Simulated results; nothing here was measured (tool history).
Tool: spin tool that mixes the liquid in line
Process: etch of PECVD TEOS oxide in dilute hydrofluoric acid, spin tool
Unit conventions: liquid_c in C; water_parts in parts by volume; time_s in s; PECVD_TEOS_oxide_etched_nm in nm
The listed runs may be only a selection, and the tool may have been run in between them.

Run 1, hour 0.0: liquid_c 23.0 C, water_parts 185 parts by volume, time_s 305 s. Result: PECVD_TEOS_oxide_etched_nm 26.698 nm.
Run 2, hour 6.5: liquid_c 23.0 C, water_parts 185 parts by volume, time_s 305 s. Result: PECVD_TEOS_oxide_etched_nm 26.487 nm.
Run 3, hour 12.3: liquid_c 23.0 C, water_parts 185 parts by volume, time_s 305 s. Result: PECVD_TEOS_oxide_etched_nm 26.696 nm.
Run 4, hour 16.4: liquid_c 24.5 C, water_parts 175 parts by volume, time_s 305 s. Result: PECVD_TEOS_oxide_etched_nm 30.044 nm.
Run 5, hour 23.9: liquid_c 25.5 C, water_parts 170 parts by volume, time_s 305 s. Result: PECVD_TEOS_oxide_etched_nm 32.471 nm.
Run 6, hour 27.5: liquid_c 25.5 C, water_parts 215 parts by volume, time_s 305 s. Result: PECVD_TEOS_oxide_etched_nm 24.367 nm.
Run 7, hour 28.1: liquid_c 26.5 C, water_parts 200 parts by volume, time_s 305 s. Result: PECVD_TEOS_oxide_etched_nm 27.794 nm.
Run 8, hour 33.7: liquid_c 27.5 C, water_parts 190 parts by volume, time_s 305 s. Result: PECVD_TEOS_oxide_etched_nm 30.557 nm.
Run 9, hour 35.1: liquid_c 28.0 C, water_parts 180 parts by volume, time_s 305 s. Result: PECVD_TEOS_oxide_etched_nm 33.235 nm.
Run 10, hour 42.9: liquid_c 31.0 C, water_parts 135 parts by volume, time_s 305 s. Result: PECVD_TEOS_oxide_etched_nm 52.385 nm.
Run 11, hour 51.2: liquid_c 30.5 C, water_parts 135 parts by volume, time_s 305 s. Result: PECVD_TEOS_oxide_etched_nm 51.516 nm.
Run 12, hour 60.1: liquid_c 30.0 C, water_parts 135 parts by volume, time_s 305 s. Result: PECVD_TEOS_oxide_etched_nm 50.382 nm.

Estimate the outcome of run 13 from the log above:
Run 13, hour 67.7: liquid_c 29.5 C, water_parts 135 parts by volume, time_s 305 s. Result: PECVD_TEOS_oxide_etched_nm ?.

{"run 13": {"PECVD_TEOS_oxide_etched_nm": 49.58}}
